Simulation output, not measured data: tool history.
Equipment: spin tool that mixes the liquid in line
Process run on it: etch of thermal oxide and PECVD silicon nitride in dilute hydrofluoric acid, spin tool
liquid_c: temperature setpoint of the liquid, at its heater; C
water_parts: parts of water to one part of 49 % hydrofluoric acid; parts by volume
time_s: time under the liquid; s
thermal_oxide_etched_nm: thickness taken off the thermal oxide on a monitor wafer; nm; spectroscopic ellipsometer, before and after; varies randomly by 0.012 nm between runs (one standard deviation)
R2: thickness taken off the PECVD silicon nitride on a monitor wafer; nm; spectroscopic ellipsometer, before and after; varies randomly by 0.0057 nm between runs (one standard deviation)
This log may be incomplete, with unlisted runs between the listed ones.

{"run": 1, "hour": 0.0, "liquid_c": 23, "water_parts": 95, "time_s": 180, "thermal_oxide_etched_nm": 8.7425, "R2": 5.2742}
{"run": 2, "hour": 3.6, "liquid_c": 21.5, "water_parts": 110, "time_s": 145, "thermal_oxide_etched_nm": 5.6618, "R2": 3.334}
{"run": 3, "hour": 11.3, "liquid_c": 19.5, "water_parts": 110, "time_s": 145, "thermal_oxide_etched_nm": 5.2197, "R2": 2.9074}
{"run": 4, "hour": 20.1, "liquid_c": 19, "water_parts": 125, "time_s": 115, "thermal_oxide_etched_nm": 3.4791, "R2": 1.9898}
{"run": 5, "hour": 21.0, "liquid_c": 17, "water_parts": 125, "time_s": 115, "thermal_oxide_etched_nm": 3.2102, "R2": 1.7252}
{"run": 6, "hour": 26.1, "liquid_c": 17, "water_parts": 110, "time_s": 115, "thermal_oxide_etched_nm": 3.6731, "R2": 1.937}
{"run": 7, "hour": 31.3, "liquid_c": 17, "water_parts": 120, "time_s": 95, "thermal_oxide_etched_nm": 2.7542, "R2": 1.4862}
{"run": 8, "hour": 39.7, "liquid_c": 17, "water_parts": 130, "time_s": 80, "thermal_oxide_etched_nm": 2.0972, "R2": 1.1306}

Estimate the outcome of run 9 from the log above:
{"run": 9, "hour": 44.9, "liquid_c": 17, "water_parts": 140, "time_s": 80, "thermal_oxide_etched_nm": "?", "R2": "?"}

For run 9 the tool returned thermal_oxide_etched_nm 1.9371 nm, R2 1.0806 nm.
